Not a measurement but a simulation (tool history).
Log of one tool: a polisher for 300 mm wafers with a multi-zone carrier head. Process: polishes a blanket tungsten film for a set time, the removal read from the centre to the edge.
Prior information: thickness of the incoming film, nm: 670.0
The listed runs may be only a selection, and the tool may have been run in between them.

run  hour  flow of slurry (ml/min)  pressure of the head's centre zone  pressure of the head's middle zone  pressure of the head's edge zone  abrasive content of the slurry  polishing time (s)  film removed at the wafer's centre (angstrom)  film removed at mid-radius (angstrom)  film removed at the wafer's edge (angstrom)
  1   0.0                      185                                1.00                                1.00                              1.00                            1.00                  43                                         2740.7                                 2701.9                                       2724.0
  2   1.4                      185                                1.00                                0.97                              1.00                            1.00                  43                                         2683.6                                 2655.0                                       2697.6
  3   7.4                      185                                1.00                                0.97                              1.00                            1.00                  53                                         3348.6                                 3279.3                                       3356.5
  4   9.7                      185                                1.00                                0.97                              1.04                            1.00                  53                                         3401.3                                 3194.1                                       3412.4
  5  15.7                      185                                1.00                                0.97                              1.04                            0.85                  53                                         3235.9                                 3114.3                                       3246.3
  6  19.7                      185                                1.00                                0.97                              1.04                            0.85                  63                                         3783.4                                 3735.4                                       3839.7
  7  26.8                      180                                1.00                                0.95                              1.04                            0.80                  63                                         3786.8                                 3615.9                                       3672.6

What does the tool deliver on the next run?
  8  34.1                      175                                0.99                                0.93                              1.06                            0.80                  63                                              ?                                      ?                                            ?

{"run 8": {"film removed at the wafer's centre (angstrom)": 3575.5, "film removed at mid-radius (angstrom)": 3505.1, "film removed at the wafer's edge (angstrom)": 3806.1}}

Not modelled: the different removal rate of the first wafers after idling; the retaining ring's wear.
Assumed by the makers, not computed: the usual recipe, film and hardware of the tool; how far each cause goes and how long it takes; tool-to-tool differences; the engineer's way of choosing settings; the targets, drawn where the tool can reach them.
